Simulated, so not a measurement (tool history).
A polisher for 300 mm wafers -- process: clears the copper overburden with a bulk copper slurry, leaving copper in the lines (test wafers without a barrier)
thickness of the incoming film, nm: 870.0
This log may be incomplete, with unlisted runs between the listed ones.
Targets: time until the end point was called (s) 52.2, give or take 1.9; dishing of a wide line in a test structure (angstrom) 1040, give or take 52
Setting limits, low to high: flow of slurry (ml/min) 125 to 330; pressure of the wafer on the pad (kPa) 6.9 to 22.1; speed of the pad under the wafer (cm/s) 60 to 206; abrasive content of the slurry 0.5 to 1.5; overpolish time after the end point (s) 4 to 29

run,hour,flow of slurry (ml/min),pressure of the wafer on the pad (kPa),speed of the pad under the wafer (cm/s),abrasive content of the slurry,overpolish time after the end point (s),time until the end point was called (s),dishing of a wide line in a test structure (angstrom)
1,0,210,14.5,132,1,15,84.986,730.33
2,1.4,210,14.5,132,0.8,15,89.325,711.12
3,4.4,215,16.5,132,0.8,15,78.093,794.65
4,7.7,220,18.6,134,0.8,15,67.482,867.01
5,8.5,220,18.6,134,0.95,15,65.881,872.1
6,14.1,220,20.7,134,0.95,15,58.331,936.01
7,21.7,220,20.7,134,0.95,15,59.828,953.9
8,23.5,225,21.4,136,0.95,15,57.1,992.12

Pick the move, out of 4, that brings all results within their allowed miss; only one does.
A,25.3,195,22.1,144,0.95,12,?,?
B,25.3,300,22.1,152,0.95,14,?,?
C,25.3,210,22.1,156,1.05,11,?,?
D,25.3,330,22.1,134,1.05,16,?,?

move,time until the end point was called (s),dishing of a wide line in a test structure (angstrom)
A,52.139,888.77
B,46.988,1011.2
C,46.765,899.36
D,51.617,1029.1
A: brings the last run's worst result on target, with another outside its allowed miss
B: moves the result that the last run missed by most past its target, out the other side
C: moves the result that the last run missed by most past its target, out the other side
D: every result within its allowed miss
Answer: D

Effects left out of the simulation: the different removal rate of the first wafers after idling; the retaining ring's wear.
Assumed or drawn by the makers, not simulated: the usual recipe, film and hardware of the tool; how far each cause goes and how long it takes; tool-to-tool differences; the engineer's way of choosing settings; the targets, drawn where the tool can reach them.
